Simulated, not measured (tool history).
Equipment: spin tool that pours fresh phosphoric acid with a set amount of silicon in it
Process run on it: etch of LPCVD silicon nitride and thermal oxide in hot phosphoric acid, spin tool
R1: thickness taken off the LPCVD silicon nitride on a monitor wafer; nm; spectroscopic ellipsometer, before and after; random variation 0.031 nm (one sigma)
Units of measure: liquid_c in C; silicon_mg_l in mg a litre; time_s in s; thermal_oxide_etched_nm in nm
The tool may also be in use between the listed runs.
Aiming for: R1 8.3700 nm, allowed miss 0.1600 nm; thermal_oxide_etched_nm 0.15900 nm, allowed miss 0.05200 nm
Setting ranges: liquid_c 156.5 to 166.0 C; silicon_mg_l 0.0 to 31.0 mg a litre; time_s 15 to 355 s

{"run": 1, "day": 0.0, "liquid_c": 161.0, "silicon_mg_l": 13.5, "time_s": 180, "R1": 15.002, "thermal_oxide_etched_nm": 0.41141}
{"run": 2, "day": 0.138, "liquid_c": 161.0, "silicon_mg_l": 13.5, "time_s": 145, "R1": 12.15, "thermal_oxide_etched_nm": 0.33243}
{"run": 3, "day": 0.3, "liquid_c": 161.0, "silicon_mg_l": 13.5, "time_s": 220, "R1": 18.47, "thermal_oxide_etched_nm": 0.58381}
{"run": 4, "day": 0.512, "liquid_c": 159.5, "silicon_mg_l": 13.5, "time_s": 220, "R1": 17.52, "thermal_oxide_etched_nm": 0.41265}
{"run": 5, "day": 0.588, "liquid_c": 158.0, "silicon_mg_l": 13.5, "time_s": 220, "R1": 16.622, "thermal_oxide_etched_nm": 0.40945}
{"run": 6, "day": 0.833, "liquid_c": 157.5, "silicon_mg_l": 15.0, "time_s": 190, "R1": 14.166, "thermal_oxide_etched_nm": 0.27177}
{"run": 7, "day": 0.858, "liquid_c": 157.5, "silicon_mg_l": 13.5, "time_s": 165, "R1": 12.217, "thermal_oxide_etched_nm": 0.21086}
{"run": 8, "day": 1.054, "liquid_c": 157.5, "silicon_mg_l": 10.0, "time_s": 145, "R1": 10.768, "thermal_oxide_etched_nm": 0.26198}
{"run": 9, "day": 1.208, "liquid_c": 156.5, "silicon_mg_l": 15.5, "time_s": 95, "R1": 6.7875, "thermal_oxide_etched_nm": 0.13184}
{"run": 10, "day": 1.5, "liquid_c": 157.0, "silicon_mg_l": 15.5, "time_s": 100, "R1": 7.2893, "thermal_oxide_etched_nm": 0.1681}
{"run": 11, "day": 1.683, "liquid_c": 157.0, "silicon_mg_l": 15.5, "time_s": 100, "R1": 7.3199, "thermal_oxide_etched_nm": 0.13913}
{"run": 12, "day": 1.946, "liquid_c": 157.5, "silicon_mg_l": 16.0, "time_s": 105, "R1": 7.7822, "thermal_oxide_etched_nm": 0.15031}
{"run": 13, "day": 2.129, "liquid_c": 158.0, "silicon_mg_l": 16.5, "time_s": 105, "R1": 7.9145, "thermal_oxide_etched_nm": 0.17783}
{"run": 14, "day": 2.308, "liquid_c": 158.5, "silicon_mg_l": 25.5, "time_s": 115, "R1": 8.8867, "thermal_oxide_etched_nm": 0.15394}
{"run": 15, "day": 2.446, "liquid_c": 158.0, "silicon_mg_l": 24.0, "time_s": 115, "R1": 8.6503, "thermal_oxide_etched_nm": 0.12449}
{"run": 16, "day": 2.496, "liquid_c": 158.0, "silicon_mg_l": 22.0, "time_s": 115, "R1": 8.6964, "thermal_oxide_etched_nm": 0.14865}
{"run": 17, "day": 2.662, "liquid_c": 158.0, "silicon_mg_l": 21.0, "time_s": 115, "R1": 8.6673, "thermal_oxide_etched_nm": 0.18981}

Below are 5 possible settings for the next run. Only one of them brings all results inside the allowed miss of their targets. Which is it?
{"run": "A", "day": 2.829, "liquid_c": 164.5, "silicon_mg_l": 12.5, "time_s": 95, "R1": "?", "thermal_oxide_etched_nm": "?"}
{"run": "B", "day": 2.829, "liquid_c": 158.5, "silicon_mg_l": 23.0, "time_s": 115, "R1": "?", "thermal_oxide_etched_nm": "?"}
{"run": "C", "day": 2.829, "liquid_c": 159.5, "silicon_mg_l": 23.0, "time_s": 105, "R1": "?", "thermal_oxide_etched_nm": "?"}
{"run": "D", "day": 2.829, "liquid_c": 159.5, "silicon_mg_l": 24.0, "time_s": 110, "R1": "?", "thermal_oxide_etched_nm": "?"}
{"run": "E", "day": 2.829, "liquid_c": 158.0, "silicon_mg_l": 22.0, "time_s": 120, "R1": "?", "thermal_oxide_etched_nm": "?"}

move=A R1=8.9315 thermal_oxide_etched_nm=0.23902
move=B R1=8.8508 thermal_oxide_etched_nm=0.14009
move=C R1=8.3585 thermal_oxide_etched_nm=0.13779
move=D R1=8.7565 thermal_oxide_etched_nm=0.13984
move=E R1=9.0806 thermal_oxide_etched_nm=0.14522
A: misses by more than the last run did
B: misses by more than the last run did
C: hits every target within its allowed miss
D: misses by more than the last run did
E: misses by more than the last run did
C meets every target.
